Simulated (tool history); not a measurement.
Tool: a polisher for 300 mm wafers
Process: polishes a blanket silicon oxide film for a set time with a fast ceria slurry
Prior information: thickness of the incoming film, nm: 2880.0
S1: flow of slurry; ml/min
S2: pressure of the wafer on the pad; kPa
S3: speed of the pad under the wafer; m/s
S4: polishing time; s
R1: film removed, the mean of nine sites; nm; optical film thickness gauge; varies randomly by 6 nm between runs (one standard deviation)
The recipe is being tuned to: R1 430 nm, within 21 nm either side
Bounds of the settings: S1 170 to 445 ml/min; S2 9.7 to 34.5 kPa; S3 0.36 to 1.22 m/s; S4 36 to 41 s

{"run": 1, "day": 0.0, "S1": 285, "S2": 22.1, "S3": 0.78, "S4": 41, "R1": 596.22}
{"run": 2, "day": 0.288, "S1": 285, "S2": 22.1, "S3": 0.86, "S4": 41, "R1": 676.31}
{"run": 3, "day": 0.517, "S1": 285, "S2": 24.8, "S3": 0.86, "S4": 41, "R1": 735.7}
{"run": 4, "day": 0.654, "S1": 285, "S2": 22.1, "S3": 0.84, "S4": 41, "R1": 649.18}
{"run": 5, "day": 0.712, "S1": 285, "S2": 22.1, "S3": 0.98, "S4": 41, "R1": 765.86}
{"run": 6, "day": 1.0, "S1": 285, "S2": 24.8, "S3": 0.98, "S4": 41, "R1": 860.91}
{"run": 7, "day": 1.108, "S1": 285, "S2": 21.4, "S3": 0.96, "S4": 41, "R1": 710.23}
{"run": 8, "day": 1.271, "S1": 285, "S2": 19.3, "S3": 0.96, "S4": 41, "R1": 668.61}
{"run": 9, "day": 1.4, "S1": 285, "S2": 17.2, "S3": 0.94, "S4": 41, "R1": 575.59}
{"run": 10, "day": 1.521, "S1": 285, "S2": 15.9, "S3": 0.94, "S4": 41, "R1": 532.8}
{"run": 11, "day": 1.588, "S1": 285, "S2": 15.2, "S3": 0.94, "S4": 41, "R1": 503.04}
{"run": 12, "day": 1.829, "S1": 285, "S2": 14.5, "S3": 0.94, "S4": 41, "R1": 493.74}
{"run": 13, "day": 1.992, "S1": 285, "S2": 11, "S3": 0.92, "S4": 41, "R1": 372.22}
{"run": 14, "day": 2.225, "S1": 285, "S2": 11.7, "S3": 0.92, "S4": 41, "R1": 396.56}

4 next moves are on the table. One of them brings every result within its allowed miss. Which?
{"run": "A", "day": 2.458, "S1": 250, "S2": 10.3, "S3": 1.02, "S4": 36, "R1": "?"}
{"run": "B", "day": 2.458, "S1": 260, "S2": 11.7, "S3": 0.88, "S4": 38, "R1": "?"}
{"run": "C", "day": 2.458, "S1": 310, "S2": 13.1, "S3": 0.94, "S4": 39, "R1": "?"}
{"run": "D", "day": 2.458, "S1": 340, "S2": 13.1, "S3": 1, "S4": 41, "R1": "?"}

move=A R1=342.2
move=B R1=351.28
move=C R1=432.15
move=D R1=486.22
A: the biggest miss grows against the last run
B: the biggest miss grows against the last run
C: every result within its allowed miss
D: takes the result that was furthest off past its target
C meets every target.
